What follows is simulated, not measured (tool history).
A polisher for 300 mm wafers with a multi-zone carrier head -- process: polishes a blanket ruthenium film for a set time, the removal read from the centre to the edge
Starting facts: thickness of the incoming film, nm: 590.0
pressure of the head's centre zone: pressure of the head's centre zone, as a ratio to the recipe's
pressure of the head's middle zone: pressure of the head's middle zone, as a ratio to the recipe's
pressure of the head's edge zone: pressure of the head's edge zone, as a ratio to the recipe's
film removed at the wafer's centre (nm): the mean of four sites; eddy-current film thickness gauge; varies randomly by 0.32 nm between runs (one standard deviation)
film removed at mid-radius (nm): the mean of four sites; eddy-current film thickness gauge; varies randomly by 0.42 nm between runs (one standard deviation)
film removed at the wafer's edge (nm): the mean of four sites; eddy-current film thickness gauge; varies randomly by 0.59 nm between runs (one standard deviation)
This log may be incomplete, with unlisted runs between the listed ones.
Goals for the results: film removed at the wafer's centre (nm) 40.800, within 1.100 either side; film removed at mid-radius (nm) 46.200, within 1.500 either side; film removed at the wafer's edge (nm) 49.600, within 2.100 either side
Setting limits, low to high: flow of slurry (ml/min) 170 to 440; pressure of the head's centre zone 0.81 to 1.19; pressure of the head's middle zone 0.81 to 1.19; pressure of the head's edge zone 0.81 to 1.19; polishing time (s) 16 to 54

run	hour	flow of slurry (ml/min)	pressure of the head's centre zone	pressure of the head's middle zone	pressure of the head's edge zone	polishing time (s)	film removed at the wafer's centre (nm)	film removed at mid-radius (nm)	film removed at the wafer's edge (nm)
1	0.0	280	1.00	1.00	1.00	35	53.128	51.780	54.233
2	2.3	280	1.00	1.00	1.00	32	48.647	47.428	49.103
3	7.1	280	1.00	1.00	1.08	32	48.466	48.123	50.559
4	14.9	280	1.00	1.00	1.08	36	54.683	53.823	57.427
5	17.0	275	0.98	1.00	1.07	36	52.568	54.503	57.786
6	23.5	275	0.98	0.93	1.07	36	53.150	51.799	57.868
7	27.6	275	0.96	0.93	1.06	36	51.820	51.349	56.172
8	36.5	225	0.86	0.90	1.05	34	43.340	46.620	51.891
9	39.6	225	0.85	0.90	1.04	34	42.508	46.226	51.487
10	44.7	225	0.85	0.90	1.03	34	42.315	46.544	52.267
11	49.8	225	0.85	0.91	1.02	34	42.387	46.337	52.056
12	56.1	225	0.85	0.92	1.02	34	42.630	47.378	50.985

Of the 5 settings listed for the next run, only one would bring every result within its allowed miss of target. Which one?
A	62.4	215	0.86	0.91	0.94	37	?	?	?
B	62.4	180	0.87	0.98	1.07	33	?	?	?
C	62.4	170	0.81	0.84	1.19	33	?	?	?
D	62.4	245	0.81	0.88	1.09	34	?	?	?
E	62.4	225	0.93	0.92	1.00	32	?	?	?

move	film removed at the wafer's centre (nm)	film removed at mid-radius (nm)	film removed at the wafer's edge (nm)
A	46.096	50.656	53.210
B	40.457	46.001	49.576
C	37.312	41.759	52.080
D	40.643	46.403	53.186
E	43.338	44.320	47.594
A: lands further from the targets than the last run did
B: every result lands within tolerance
C: moves the result that the last run missed by most past its target, out the other side
D: brings the result that was furthest off to its target, and leaves another outside
E: lands further from the targets than the last run did
So the answer is move B, the one that meets all the targets.
